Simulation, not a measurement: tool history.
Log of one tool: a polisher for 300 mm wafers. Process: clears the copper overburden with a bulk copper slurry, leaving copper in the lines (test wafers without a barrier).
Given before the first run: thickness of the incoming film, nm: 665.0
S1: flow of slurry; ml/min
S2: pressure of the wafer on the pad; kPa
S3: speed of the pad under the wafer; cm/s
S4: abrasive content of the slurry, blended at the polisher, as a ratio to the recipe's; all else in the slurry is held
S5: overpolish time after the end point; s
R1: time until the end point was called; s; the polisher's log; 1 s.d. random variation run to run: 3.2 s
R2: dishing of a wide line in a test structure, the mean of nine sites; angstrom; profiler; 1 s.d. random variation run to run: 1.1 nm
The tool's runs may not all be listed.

{"run": 1, "hour": 0.0, "S1": 180, "S2": 15.9, "S3": 100, "S4": 1, "S5": 19, "R1": 87.29, "R2": 741.57}
{"run": 2, "hour": 1.2, "S1": 180, "S2": 14.5, "S3": 98, "S4": 1, "S5": 20, "R1": 100.11, "R2": 717.01}
{"run": 3, "hour": 8.2, "S1": 180, "S2": 14.5, "S3": 122, "S4": 1, "S5": 20, "R1": 80.529, "R2": 812.48}
{"run": 4, "hour": 12.0, "S1": 180, "S2": 13.1, "S3": 122, "S4": 1, "S5": 20, "R1": 91.143, "R2": 751.49}
{"run": 5, "hour": 13.3, "S1": 180, "S2": 13.1, "S3": 100, "S4": 1, "S5": 20, "R1": 105.9, "R2": 658.06}
{"run": 6, "hour": 18.3, "S1": 180, "S2": 13.1, "S3": 100, "S4": 1, "S5": 27, "R1": 107.33, "R2": 803.7}
{"run": 7, "hour": 24.3, "S1": 180, "S2": 12.4, "S3": 100, "S4": 1, "S5": 27, "R1": 113.85, "R2": 779.88}
{"run": 8, "hour": 31.7, "S1": 180, "S2": 11.7, "S3": 100, "S4": 1, "S5": 27, "R1": 117.21, "R2": 736.3}
{"run": 9, "hour": 36.3, "S1": 180, "S2": 11, "S3": 100, "S4": 1, "S5": 28, "R1": 125.26, "R2": 728.64}

Expected results for the next run?
{"run": 10, "hour": 43.1, "S1": 180, "S2": 6.9, "S3": 96, "S4": 1, "S5": 30, "R1": "?", "R2": "?"}

Run 10 produced R1 204.49 s, R2 532.5 angstrom.

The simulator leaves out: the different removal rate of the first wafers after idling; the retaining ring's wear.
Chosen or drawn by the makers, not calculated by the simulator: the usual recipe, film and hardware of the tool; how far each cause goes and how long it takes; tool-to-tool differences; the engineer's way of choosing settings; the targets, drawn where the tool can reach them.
